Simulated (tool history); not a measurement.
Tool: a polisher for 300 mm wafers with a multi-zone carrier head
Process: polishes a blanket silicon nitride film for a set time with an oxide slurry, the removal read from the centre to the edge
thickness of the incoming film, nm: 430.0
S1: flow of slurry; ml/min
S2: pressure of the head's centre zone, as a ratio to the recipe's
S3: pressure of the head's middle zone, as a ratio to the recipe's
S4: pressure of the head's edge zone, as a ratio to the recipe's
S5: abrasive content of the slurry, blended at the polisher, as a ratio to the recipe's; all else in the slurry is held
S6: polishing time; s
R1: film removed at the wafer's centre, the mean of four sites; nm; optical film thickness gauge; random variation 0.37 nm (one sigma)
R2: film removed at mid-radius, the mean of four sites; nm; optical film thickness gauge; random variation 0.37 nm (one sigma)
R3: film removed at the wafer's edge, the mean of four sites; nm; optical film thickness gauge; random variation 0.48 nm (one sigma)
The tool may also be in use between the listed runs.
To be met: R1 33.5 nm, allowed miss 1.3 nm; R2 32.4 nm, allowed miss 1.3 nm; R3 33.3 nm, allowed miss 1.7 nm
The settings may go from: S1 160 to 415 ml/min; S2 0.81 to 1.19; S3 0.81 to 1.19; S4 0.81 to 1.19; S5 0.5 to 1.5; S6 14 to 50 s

run 1 hour=0 | S1=265 S2=1 S3=1 S4=1 S5=1 S6=32 | R1=26.63 R2=26.361 R3=26.774
run 2 hour=5.9 | S1=265 S2=1.01 S3=1.01 S4=1.02 S5=1.05 S6=32 | R1=27.575 R2=27.555 R3=27.27
run 3 hour=11.3 | S1=300 S2=1.01 S3=1.01 S4=1.02 S5=1.05 S6=32 | R1=28.099 R2=27.852 R3=27.669
run 4 hour=19.7 | S1=300 S2=1.01 S3=1.01 S4=1.02 S5=1.15 S6=32 | R1=28.896 R2=28.737 R3=29.083
run 5 hour=25.2 | S1=300 S2=1.02 S3=1.01 S4=1.03 S5=1.2 S6=32 | R1=29.9 R2=29.191 R3=29.584
run 6 hour=33.5 | S1=265 S2=1.02 S3=1.01 S4=1.03 S5=1.2 S6=32 | R1=29.636 R2=28.493 R3=29.543
run 7 hour=39.4 | S1=270 S2=1.02 S3=1.02 S4=1.04 S5=1.25 S6=32 | R1=29.833 R2=29.145 R3=29.696
run 8 hour=40.6 | S1=280 S2=1.02 S3=1.02 S4=1.05 S5=1.3 S6=32 | R1=30.427 R2=29.719 R3=30.904
run 9 hour=47.9 | S1=285 S2=1.03 S3=1.03 S4=1.05 S5=1.3 S6=32 | R1=30.625 R2=30.569 R3=30.873
run 10 hour=53.8 | S1=285 S2=1.03 S3=1.03 S4=1.05 S5=1.3 S6=32 | R1=30.504 R2=30.07 R3=30.446
run 11 hour=60.4 | S1=290 S2=1.03 S3=1.03 S4=1.05 S5=1.35 S6=32 | R1=30.715 R2=31.387 R3=30.966
run 12 hour=68.8 | S1=290 S2=1.04 S3=1.03 S4=1.06 S5=1.35 S6=32 | R1=31.592 R2=30.494 R3=31.444
run 13 hour=71.6 | S1=295 S2=1.04 S3=1.03 S4=1.06 S5=1.35 S6=32 | R1=31.851 R2=31.179 R3=32.279
run 14 hour=72.2 | S1=300 S2=1.04 S3=1.03 S4=1.06 S5=1.35 S6=32 | R1=31.517 R2=30.824 R3=32.037
run 15 hour=80.3 | S1=305 S2=1.05 S3=1.03 S4=1.06 S5=1.35 S6=32 | R1=32.055 R2=31.575 R3=31.354

4 next moves are on the table. One of them brings every result within its allowed miss. Which?
run A hour=88.4 | S1=310 S2=1.03 S3=1.17 S4=1.06 S5=1.35 S6=34 | R1=? R2=? R3=?
run B hour=88.4 | S1=235 S2=1.19 S3=1.11 S4=1 S5=1.35 S6=32 | R1=? R2=? R3=?
run C hour=88.4 | S1=320 S2=1.08 S3=1.11 S4=1.01 S5=1.45 S6=34 | R1=? R2=? R3=?
run D hour=88.4 | S1=175 S2=1.05 S3=1.05 S4=1.01 S5=1.5 S6=35 | R1=? R2=? R3=?

move=A R1=34.314 R2=35.267 R3=33.248
move=B R1=35.34 R2=30.906 R3=29.685
move=C R1=36.832 R2=34.962 R3=33.435
move=D R1=34.032 R2=32.164 R3=32.711
A: brings the result that was furthest off to its target, and leaves another outside
B: further off than the last run
C: brings the result that was furthest off to its target, and leaves another outside
D: meets every target
Answer: D

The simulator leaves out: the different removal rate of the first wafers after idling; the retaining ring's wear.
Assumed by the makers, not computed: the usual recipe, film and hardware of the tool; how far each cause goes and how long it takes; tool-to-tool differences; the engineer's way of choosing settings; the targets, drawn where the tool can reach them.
